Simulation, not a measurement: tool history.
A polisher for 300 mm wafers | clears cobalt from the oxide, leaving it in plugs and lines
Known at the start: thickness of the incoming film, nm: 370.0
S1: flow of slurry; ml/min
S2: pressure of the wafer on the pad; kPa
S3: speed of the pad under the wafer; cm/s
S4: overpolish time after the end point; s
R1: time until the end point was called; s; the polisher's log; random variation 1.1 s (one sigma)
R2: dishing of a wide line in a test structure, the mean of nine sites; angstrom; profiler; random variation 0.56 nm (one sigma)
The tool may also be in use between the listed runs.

run  hour   S1   S2   S3  S4      R1      R2
  1     0  130    9  122  20  61.724  481.25
  2   6.9  120    9  122  20  61.706  490.37
  3  10.9  120    9   96  20   77.72  470.26
  4  15.1  120    9   96  12  78.569  343.79
  5  17.5  120    9   96  20  76.153  462.77
  6  18.9  120    9  124  20  59.829  501.89
  7  27.5  120  8.3  124  19  65.738  473.36

The next listed run, before its measurement:
  8  33.1  120  7.6  124  18   ?   ?

Run 8 gave R1 72.514 s, R2 454.1 angstrom.
